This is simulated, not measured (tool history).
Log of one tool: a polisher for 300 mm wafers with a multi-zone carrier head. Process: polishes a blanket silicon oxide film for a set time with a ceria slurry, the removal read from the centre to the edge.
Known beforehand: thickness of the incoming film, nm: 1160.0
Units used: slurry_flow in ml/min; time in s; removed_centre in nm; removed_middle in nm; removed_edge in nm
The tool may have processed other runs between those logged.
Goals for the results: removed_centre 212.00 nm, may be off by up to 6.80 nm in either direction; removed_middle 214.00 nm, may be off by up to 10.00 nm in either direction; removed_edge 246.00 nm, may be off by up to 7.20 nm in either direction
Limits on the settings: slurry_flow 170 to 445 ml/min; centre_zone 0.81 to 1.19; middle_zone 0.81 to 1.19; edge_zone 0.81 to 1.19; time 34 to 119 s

run  hour  slurry_flow  centre_zone  middle_zone  edge_zone  time  removed_centre  removed_middle  removed_edge
  1   0.0          285         1.00         1.00       1.00    76          254.16          248.58        253.90
  2   8.2          285         1.00         1.00       1.00    83          277.10          270.70        276.35
  3  11.8          285         1.00         0.93       1.00    83          273.30          257.88        272.93
  4  13.3          280         0.99         0.92       1.00    82          269.04          257.31        269.89
  5  14.7          280         0.99         0.85       1.00    82          270.64          238.16        273.99
  6  16.9          275         0.97         0.85       1.00    81          258.25          234.86        271.43
  7  19.8          275         0.96         0.85       0.99    80          252.44          226.91        265.05
  8  21.0          270         0.95         0.86       0.98    80          249.42          232.23        260.49
  9  27.1          265         0.94         0.85       0.98    80          247.46          232.02        262.14
 10  30.4          265         0.93         0.85       0.98    79          239.69          230.46        256.98
 11  33.6          265         0.93         0.85       0.98    79          242.07          223.64        255.16

Of the 4 settings listed for the next run, only one would bring every result within its allowed miss of target. Which one?
  A  36.8          245         0.88         0.83       1.19    69               ?               ?             ?
  B  36.8          265         0.96         0.90       0.99    72               ?               ?             ?
  C  36.8          215         0.86         0.85       0.97    77               ?               ?             ?
  D  36.8          225         0.81         1.01       0.99    76               ?               ?             ?

move  removed_centre  removed_middle  removed_edge
   A          198.76          187.14        248.77
   B          228.72          210.53        237.97
   C          212.95          209.70        247.61
   D          199.35          240.42        247.32
A: carries the result that was furthest off beyond its target, to the other side
B: nearer than the last run, and not there yet
C: in spec on every target
D: carries the result that was furthest off beyond its target, to the other side
Answer: C
